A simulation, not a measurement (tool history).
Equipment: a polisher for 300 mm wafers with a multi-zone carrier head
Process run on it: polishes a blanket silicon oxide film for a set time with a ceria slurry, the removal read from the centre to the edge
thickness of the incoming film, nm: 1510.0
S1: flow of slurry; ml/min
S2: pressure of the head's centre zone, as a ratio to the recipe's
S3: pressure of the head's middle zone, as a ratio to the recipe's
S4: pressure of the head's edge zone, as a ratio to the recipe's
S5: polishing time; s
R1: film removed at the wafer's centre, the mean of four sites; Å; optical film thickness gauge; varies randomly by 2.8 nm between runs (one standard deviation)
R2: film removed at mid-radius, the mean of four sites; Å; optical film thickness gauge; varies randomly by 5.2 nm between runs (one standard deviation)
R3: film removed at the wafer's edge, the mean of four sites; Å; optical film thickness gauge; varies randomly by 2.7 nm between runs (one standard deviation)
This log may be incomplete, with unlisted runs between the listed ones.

run,hour,S1,S2,S3,S4,S5,R1,R2,R3
1,0,140,1,1,1,59,3529.5,3620.1,3675.6
2,8.1,140,1.06,1,1,59,3663.9,3574.5,3718.7
3,9.6,160,1.06,1,1,59,3756.2,3613.4,3812.3
4,16.4,160,1.06,0.97,1,59,3766.9,3577.3,3779.7
5,17.3,170,1.08,1.03,0.95,59,3903.3,3797.5,3680.4
6,22.3,190,1.08,1.03,0.95,59,3971.9,3886.6,3761.8
7,29.4,195,1.08,1.06,0.93,59,4068.3,4019.1,3737.5

Estimate the outcome of run 8 from the log above:
8,30.5,195,1.08,1.08,0.92,59,?,?,?

Run 8 produced R1 3965.6 Å, R2 4105.2 Å, R3 3689.9 Å.
